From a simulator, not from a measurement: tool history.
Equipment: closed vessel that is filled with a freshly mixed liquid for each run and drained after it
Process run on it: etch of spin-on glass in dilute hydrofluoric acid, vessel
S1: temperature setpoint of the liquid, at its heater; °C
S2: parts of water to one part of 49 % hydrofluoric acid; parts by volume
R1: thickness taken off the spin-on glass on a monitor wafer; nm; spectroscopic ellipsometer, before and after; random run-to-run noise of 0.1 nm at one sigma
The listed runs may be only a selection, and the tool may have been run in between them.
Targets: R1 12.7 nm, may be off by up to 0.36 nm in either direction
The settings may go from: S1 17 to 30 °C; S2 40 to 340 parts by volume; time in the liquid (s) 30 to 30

Run 1, day 0: S1 22 °C, S2 190 parts by volume, time in the liquid (s) 30. Result: R1 5.9387 nm.
Run 2, day 0.162: S1 22 °C, S2 160 parts by volume, time in the liquid (s) 30. Result: R1 7.4052 nm.
Run 3, day 0.35: S1 22 °C, S2 160 parts by volume, time in the liquid (s) 30. Result: R1 7.3527 nm.
Run 4, day 0.721: S1 22 °C, S2 135 parts by volume, time in the liquid (s) 30. Result: R1 8.9654 nm.
Run 5, day 1.075: S1 22 °C, S2 135 parts by volume, time in the liquid (s) 30. Result: R1 8.933 nm.
Run 6, day 1.45: S1 22 °C, S2 135 parts by volume, time in the liquid (s) 30. Result: R1 8.9127 nm.
Run 7, day 1.492: S1 26 °C, S2 120 parts by volume, time in the liquid (s) 30. Result: R1 12.044 nm.
Run 8, day 1.671: S1 26.5 °C, S2 120 parts by volume, time in the liquid (s) 30. Result: R1 12.203 nm.

Which one of the following 4 next-run settings gets every result inside its allowed miss? There is exactly one.
Run A, day 1.85: S1 26.5 °C, S2 125 parts by volume, time in the liquid (s) 30. Result: R1 ?.
Run B, day 1.85: S1 26 °C, S2 120 parts by volume, time in the liquid (s) 30. Result: R1 ?.
Run C, day 1.85: S1 30 °C, S2 130 parts by volume, time in the liquid (s) 30. Result: R1 ?.
Run D, day 1.85: S1 29.5 °C, S2 135 parts by volume, time in the liquid (s) 30. Result: R1 ?.

move      R1
   A   11.57
   B  11.898
   C  12.592
   D  11.827
A: the biggest miss grows against the last run
B: the biggest miss grows against the last run
C: hits every target within its allowed miss
D: the biggest miss grows against the last run
C meets every target.

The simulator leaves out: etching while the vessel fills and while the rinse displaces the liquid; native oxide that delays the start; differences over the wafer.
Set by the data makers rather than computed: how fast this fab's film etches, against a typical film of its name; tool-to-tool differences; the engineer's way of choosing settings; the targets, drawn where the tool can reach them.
